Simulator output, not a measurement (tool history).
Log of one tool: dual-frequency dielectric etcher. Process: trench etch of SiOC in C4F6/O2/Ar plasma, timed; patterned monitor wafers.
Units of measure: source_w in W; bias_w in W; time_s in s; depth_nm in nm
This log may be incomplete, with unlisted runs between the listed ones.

Run 1, hour 0.0: source_w 370 W, bias_w 223 W, time_s 12.0 s. Result: depth_nm 25.479 nm.
Run 2, hour 4.3: source_w 390 W, bias_w 225 W, time_s 12.0 s. Result: depth_nm 25.925 nm.
Run 3, hour 10.6: source_w 400 W, bias_w 227 W, time_s 12.0 s. Result: depth_nm 26.252 nm.
Run 4, hour 13.3: source_w 400 W, bias_w 227 W, time_s 10.5 s. Result: depth_nm 22.953 nm.
Run 5, hour 18.4: source_w 400 W, bias_w 211 W, time_s 10.5 s. Result: depth_nm 22.168 nm.
Run 6, hour 19.7: source_w 410 W, bias_w 226 W, time_s 10.5 s. Result: depth_nm 23.098 nm.

Run 7 is up next; what results do you expect?
Run 7, hour 25.2: source_w 410 W, bias_w 243 W, time_s 10.5 s. Result: depth_nm ?.

{"run 7": {"depth_nm": 23.365}}

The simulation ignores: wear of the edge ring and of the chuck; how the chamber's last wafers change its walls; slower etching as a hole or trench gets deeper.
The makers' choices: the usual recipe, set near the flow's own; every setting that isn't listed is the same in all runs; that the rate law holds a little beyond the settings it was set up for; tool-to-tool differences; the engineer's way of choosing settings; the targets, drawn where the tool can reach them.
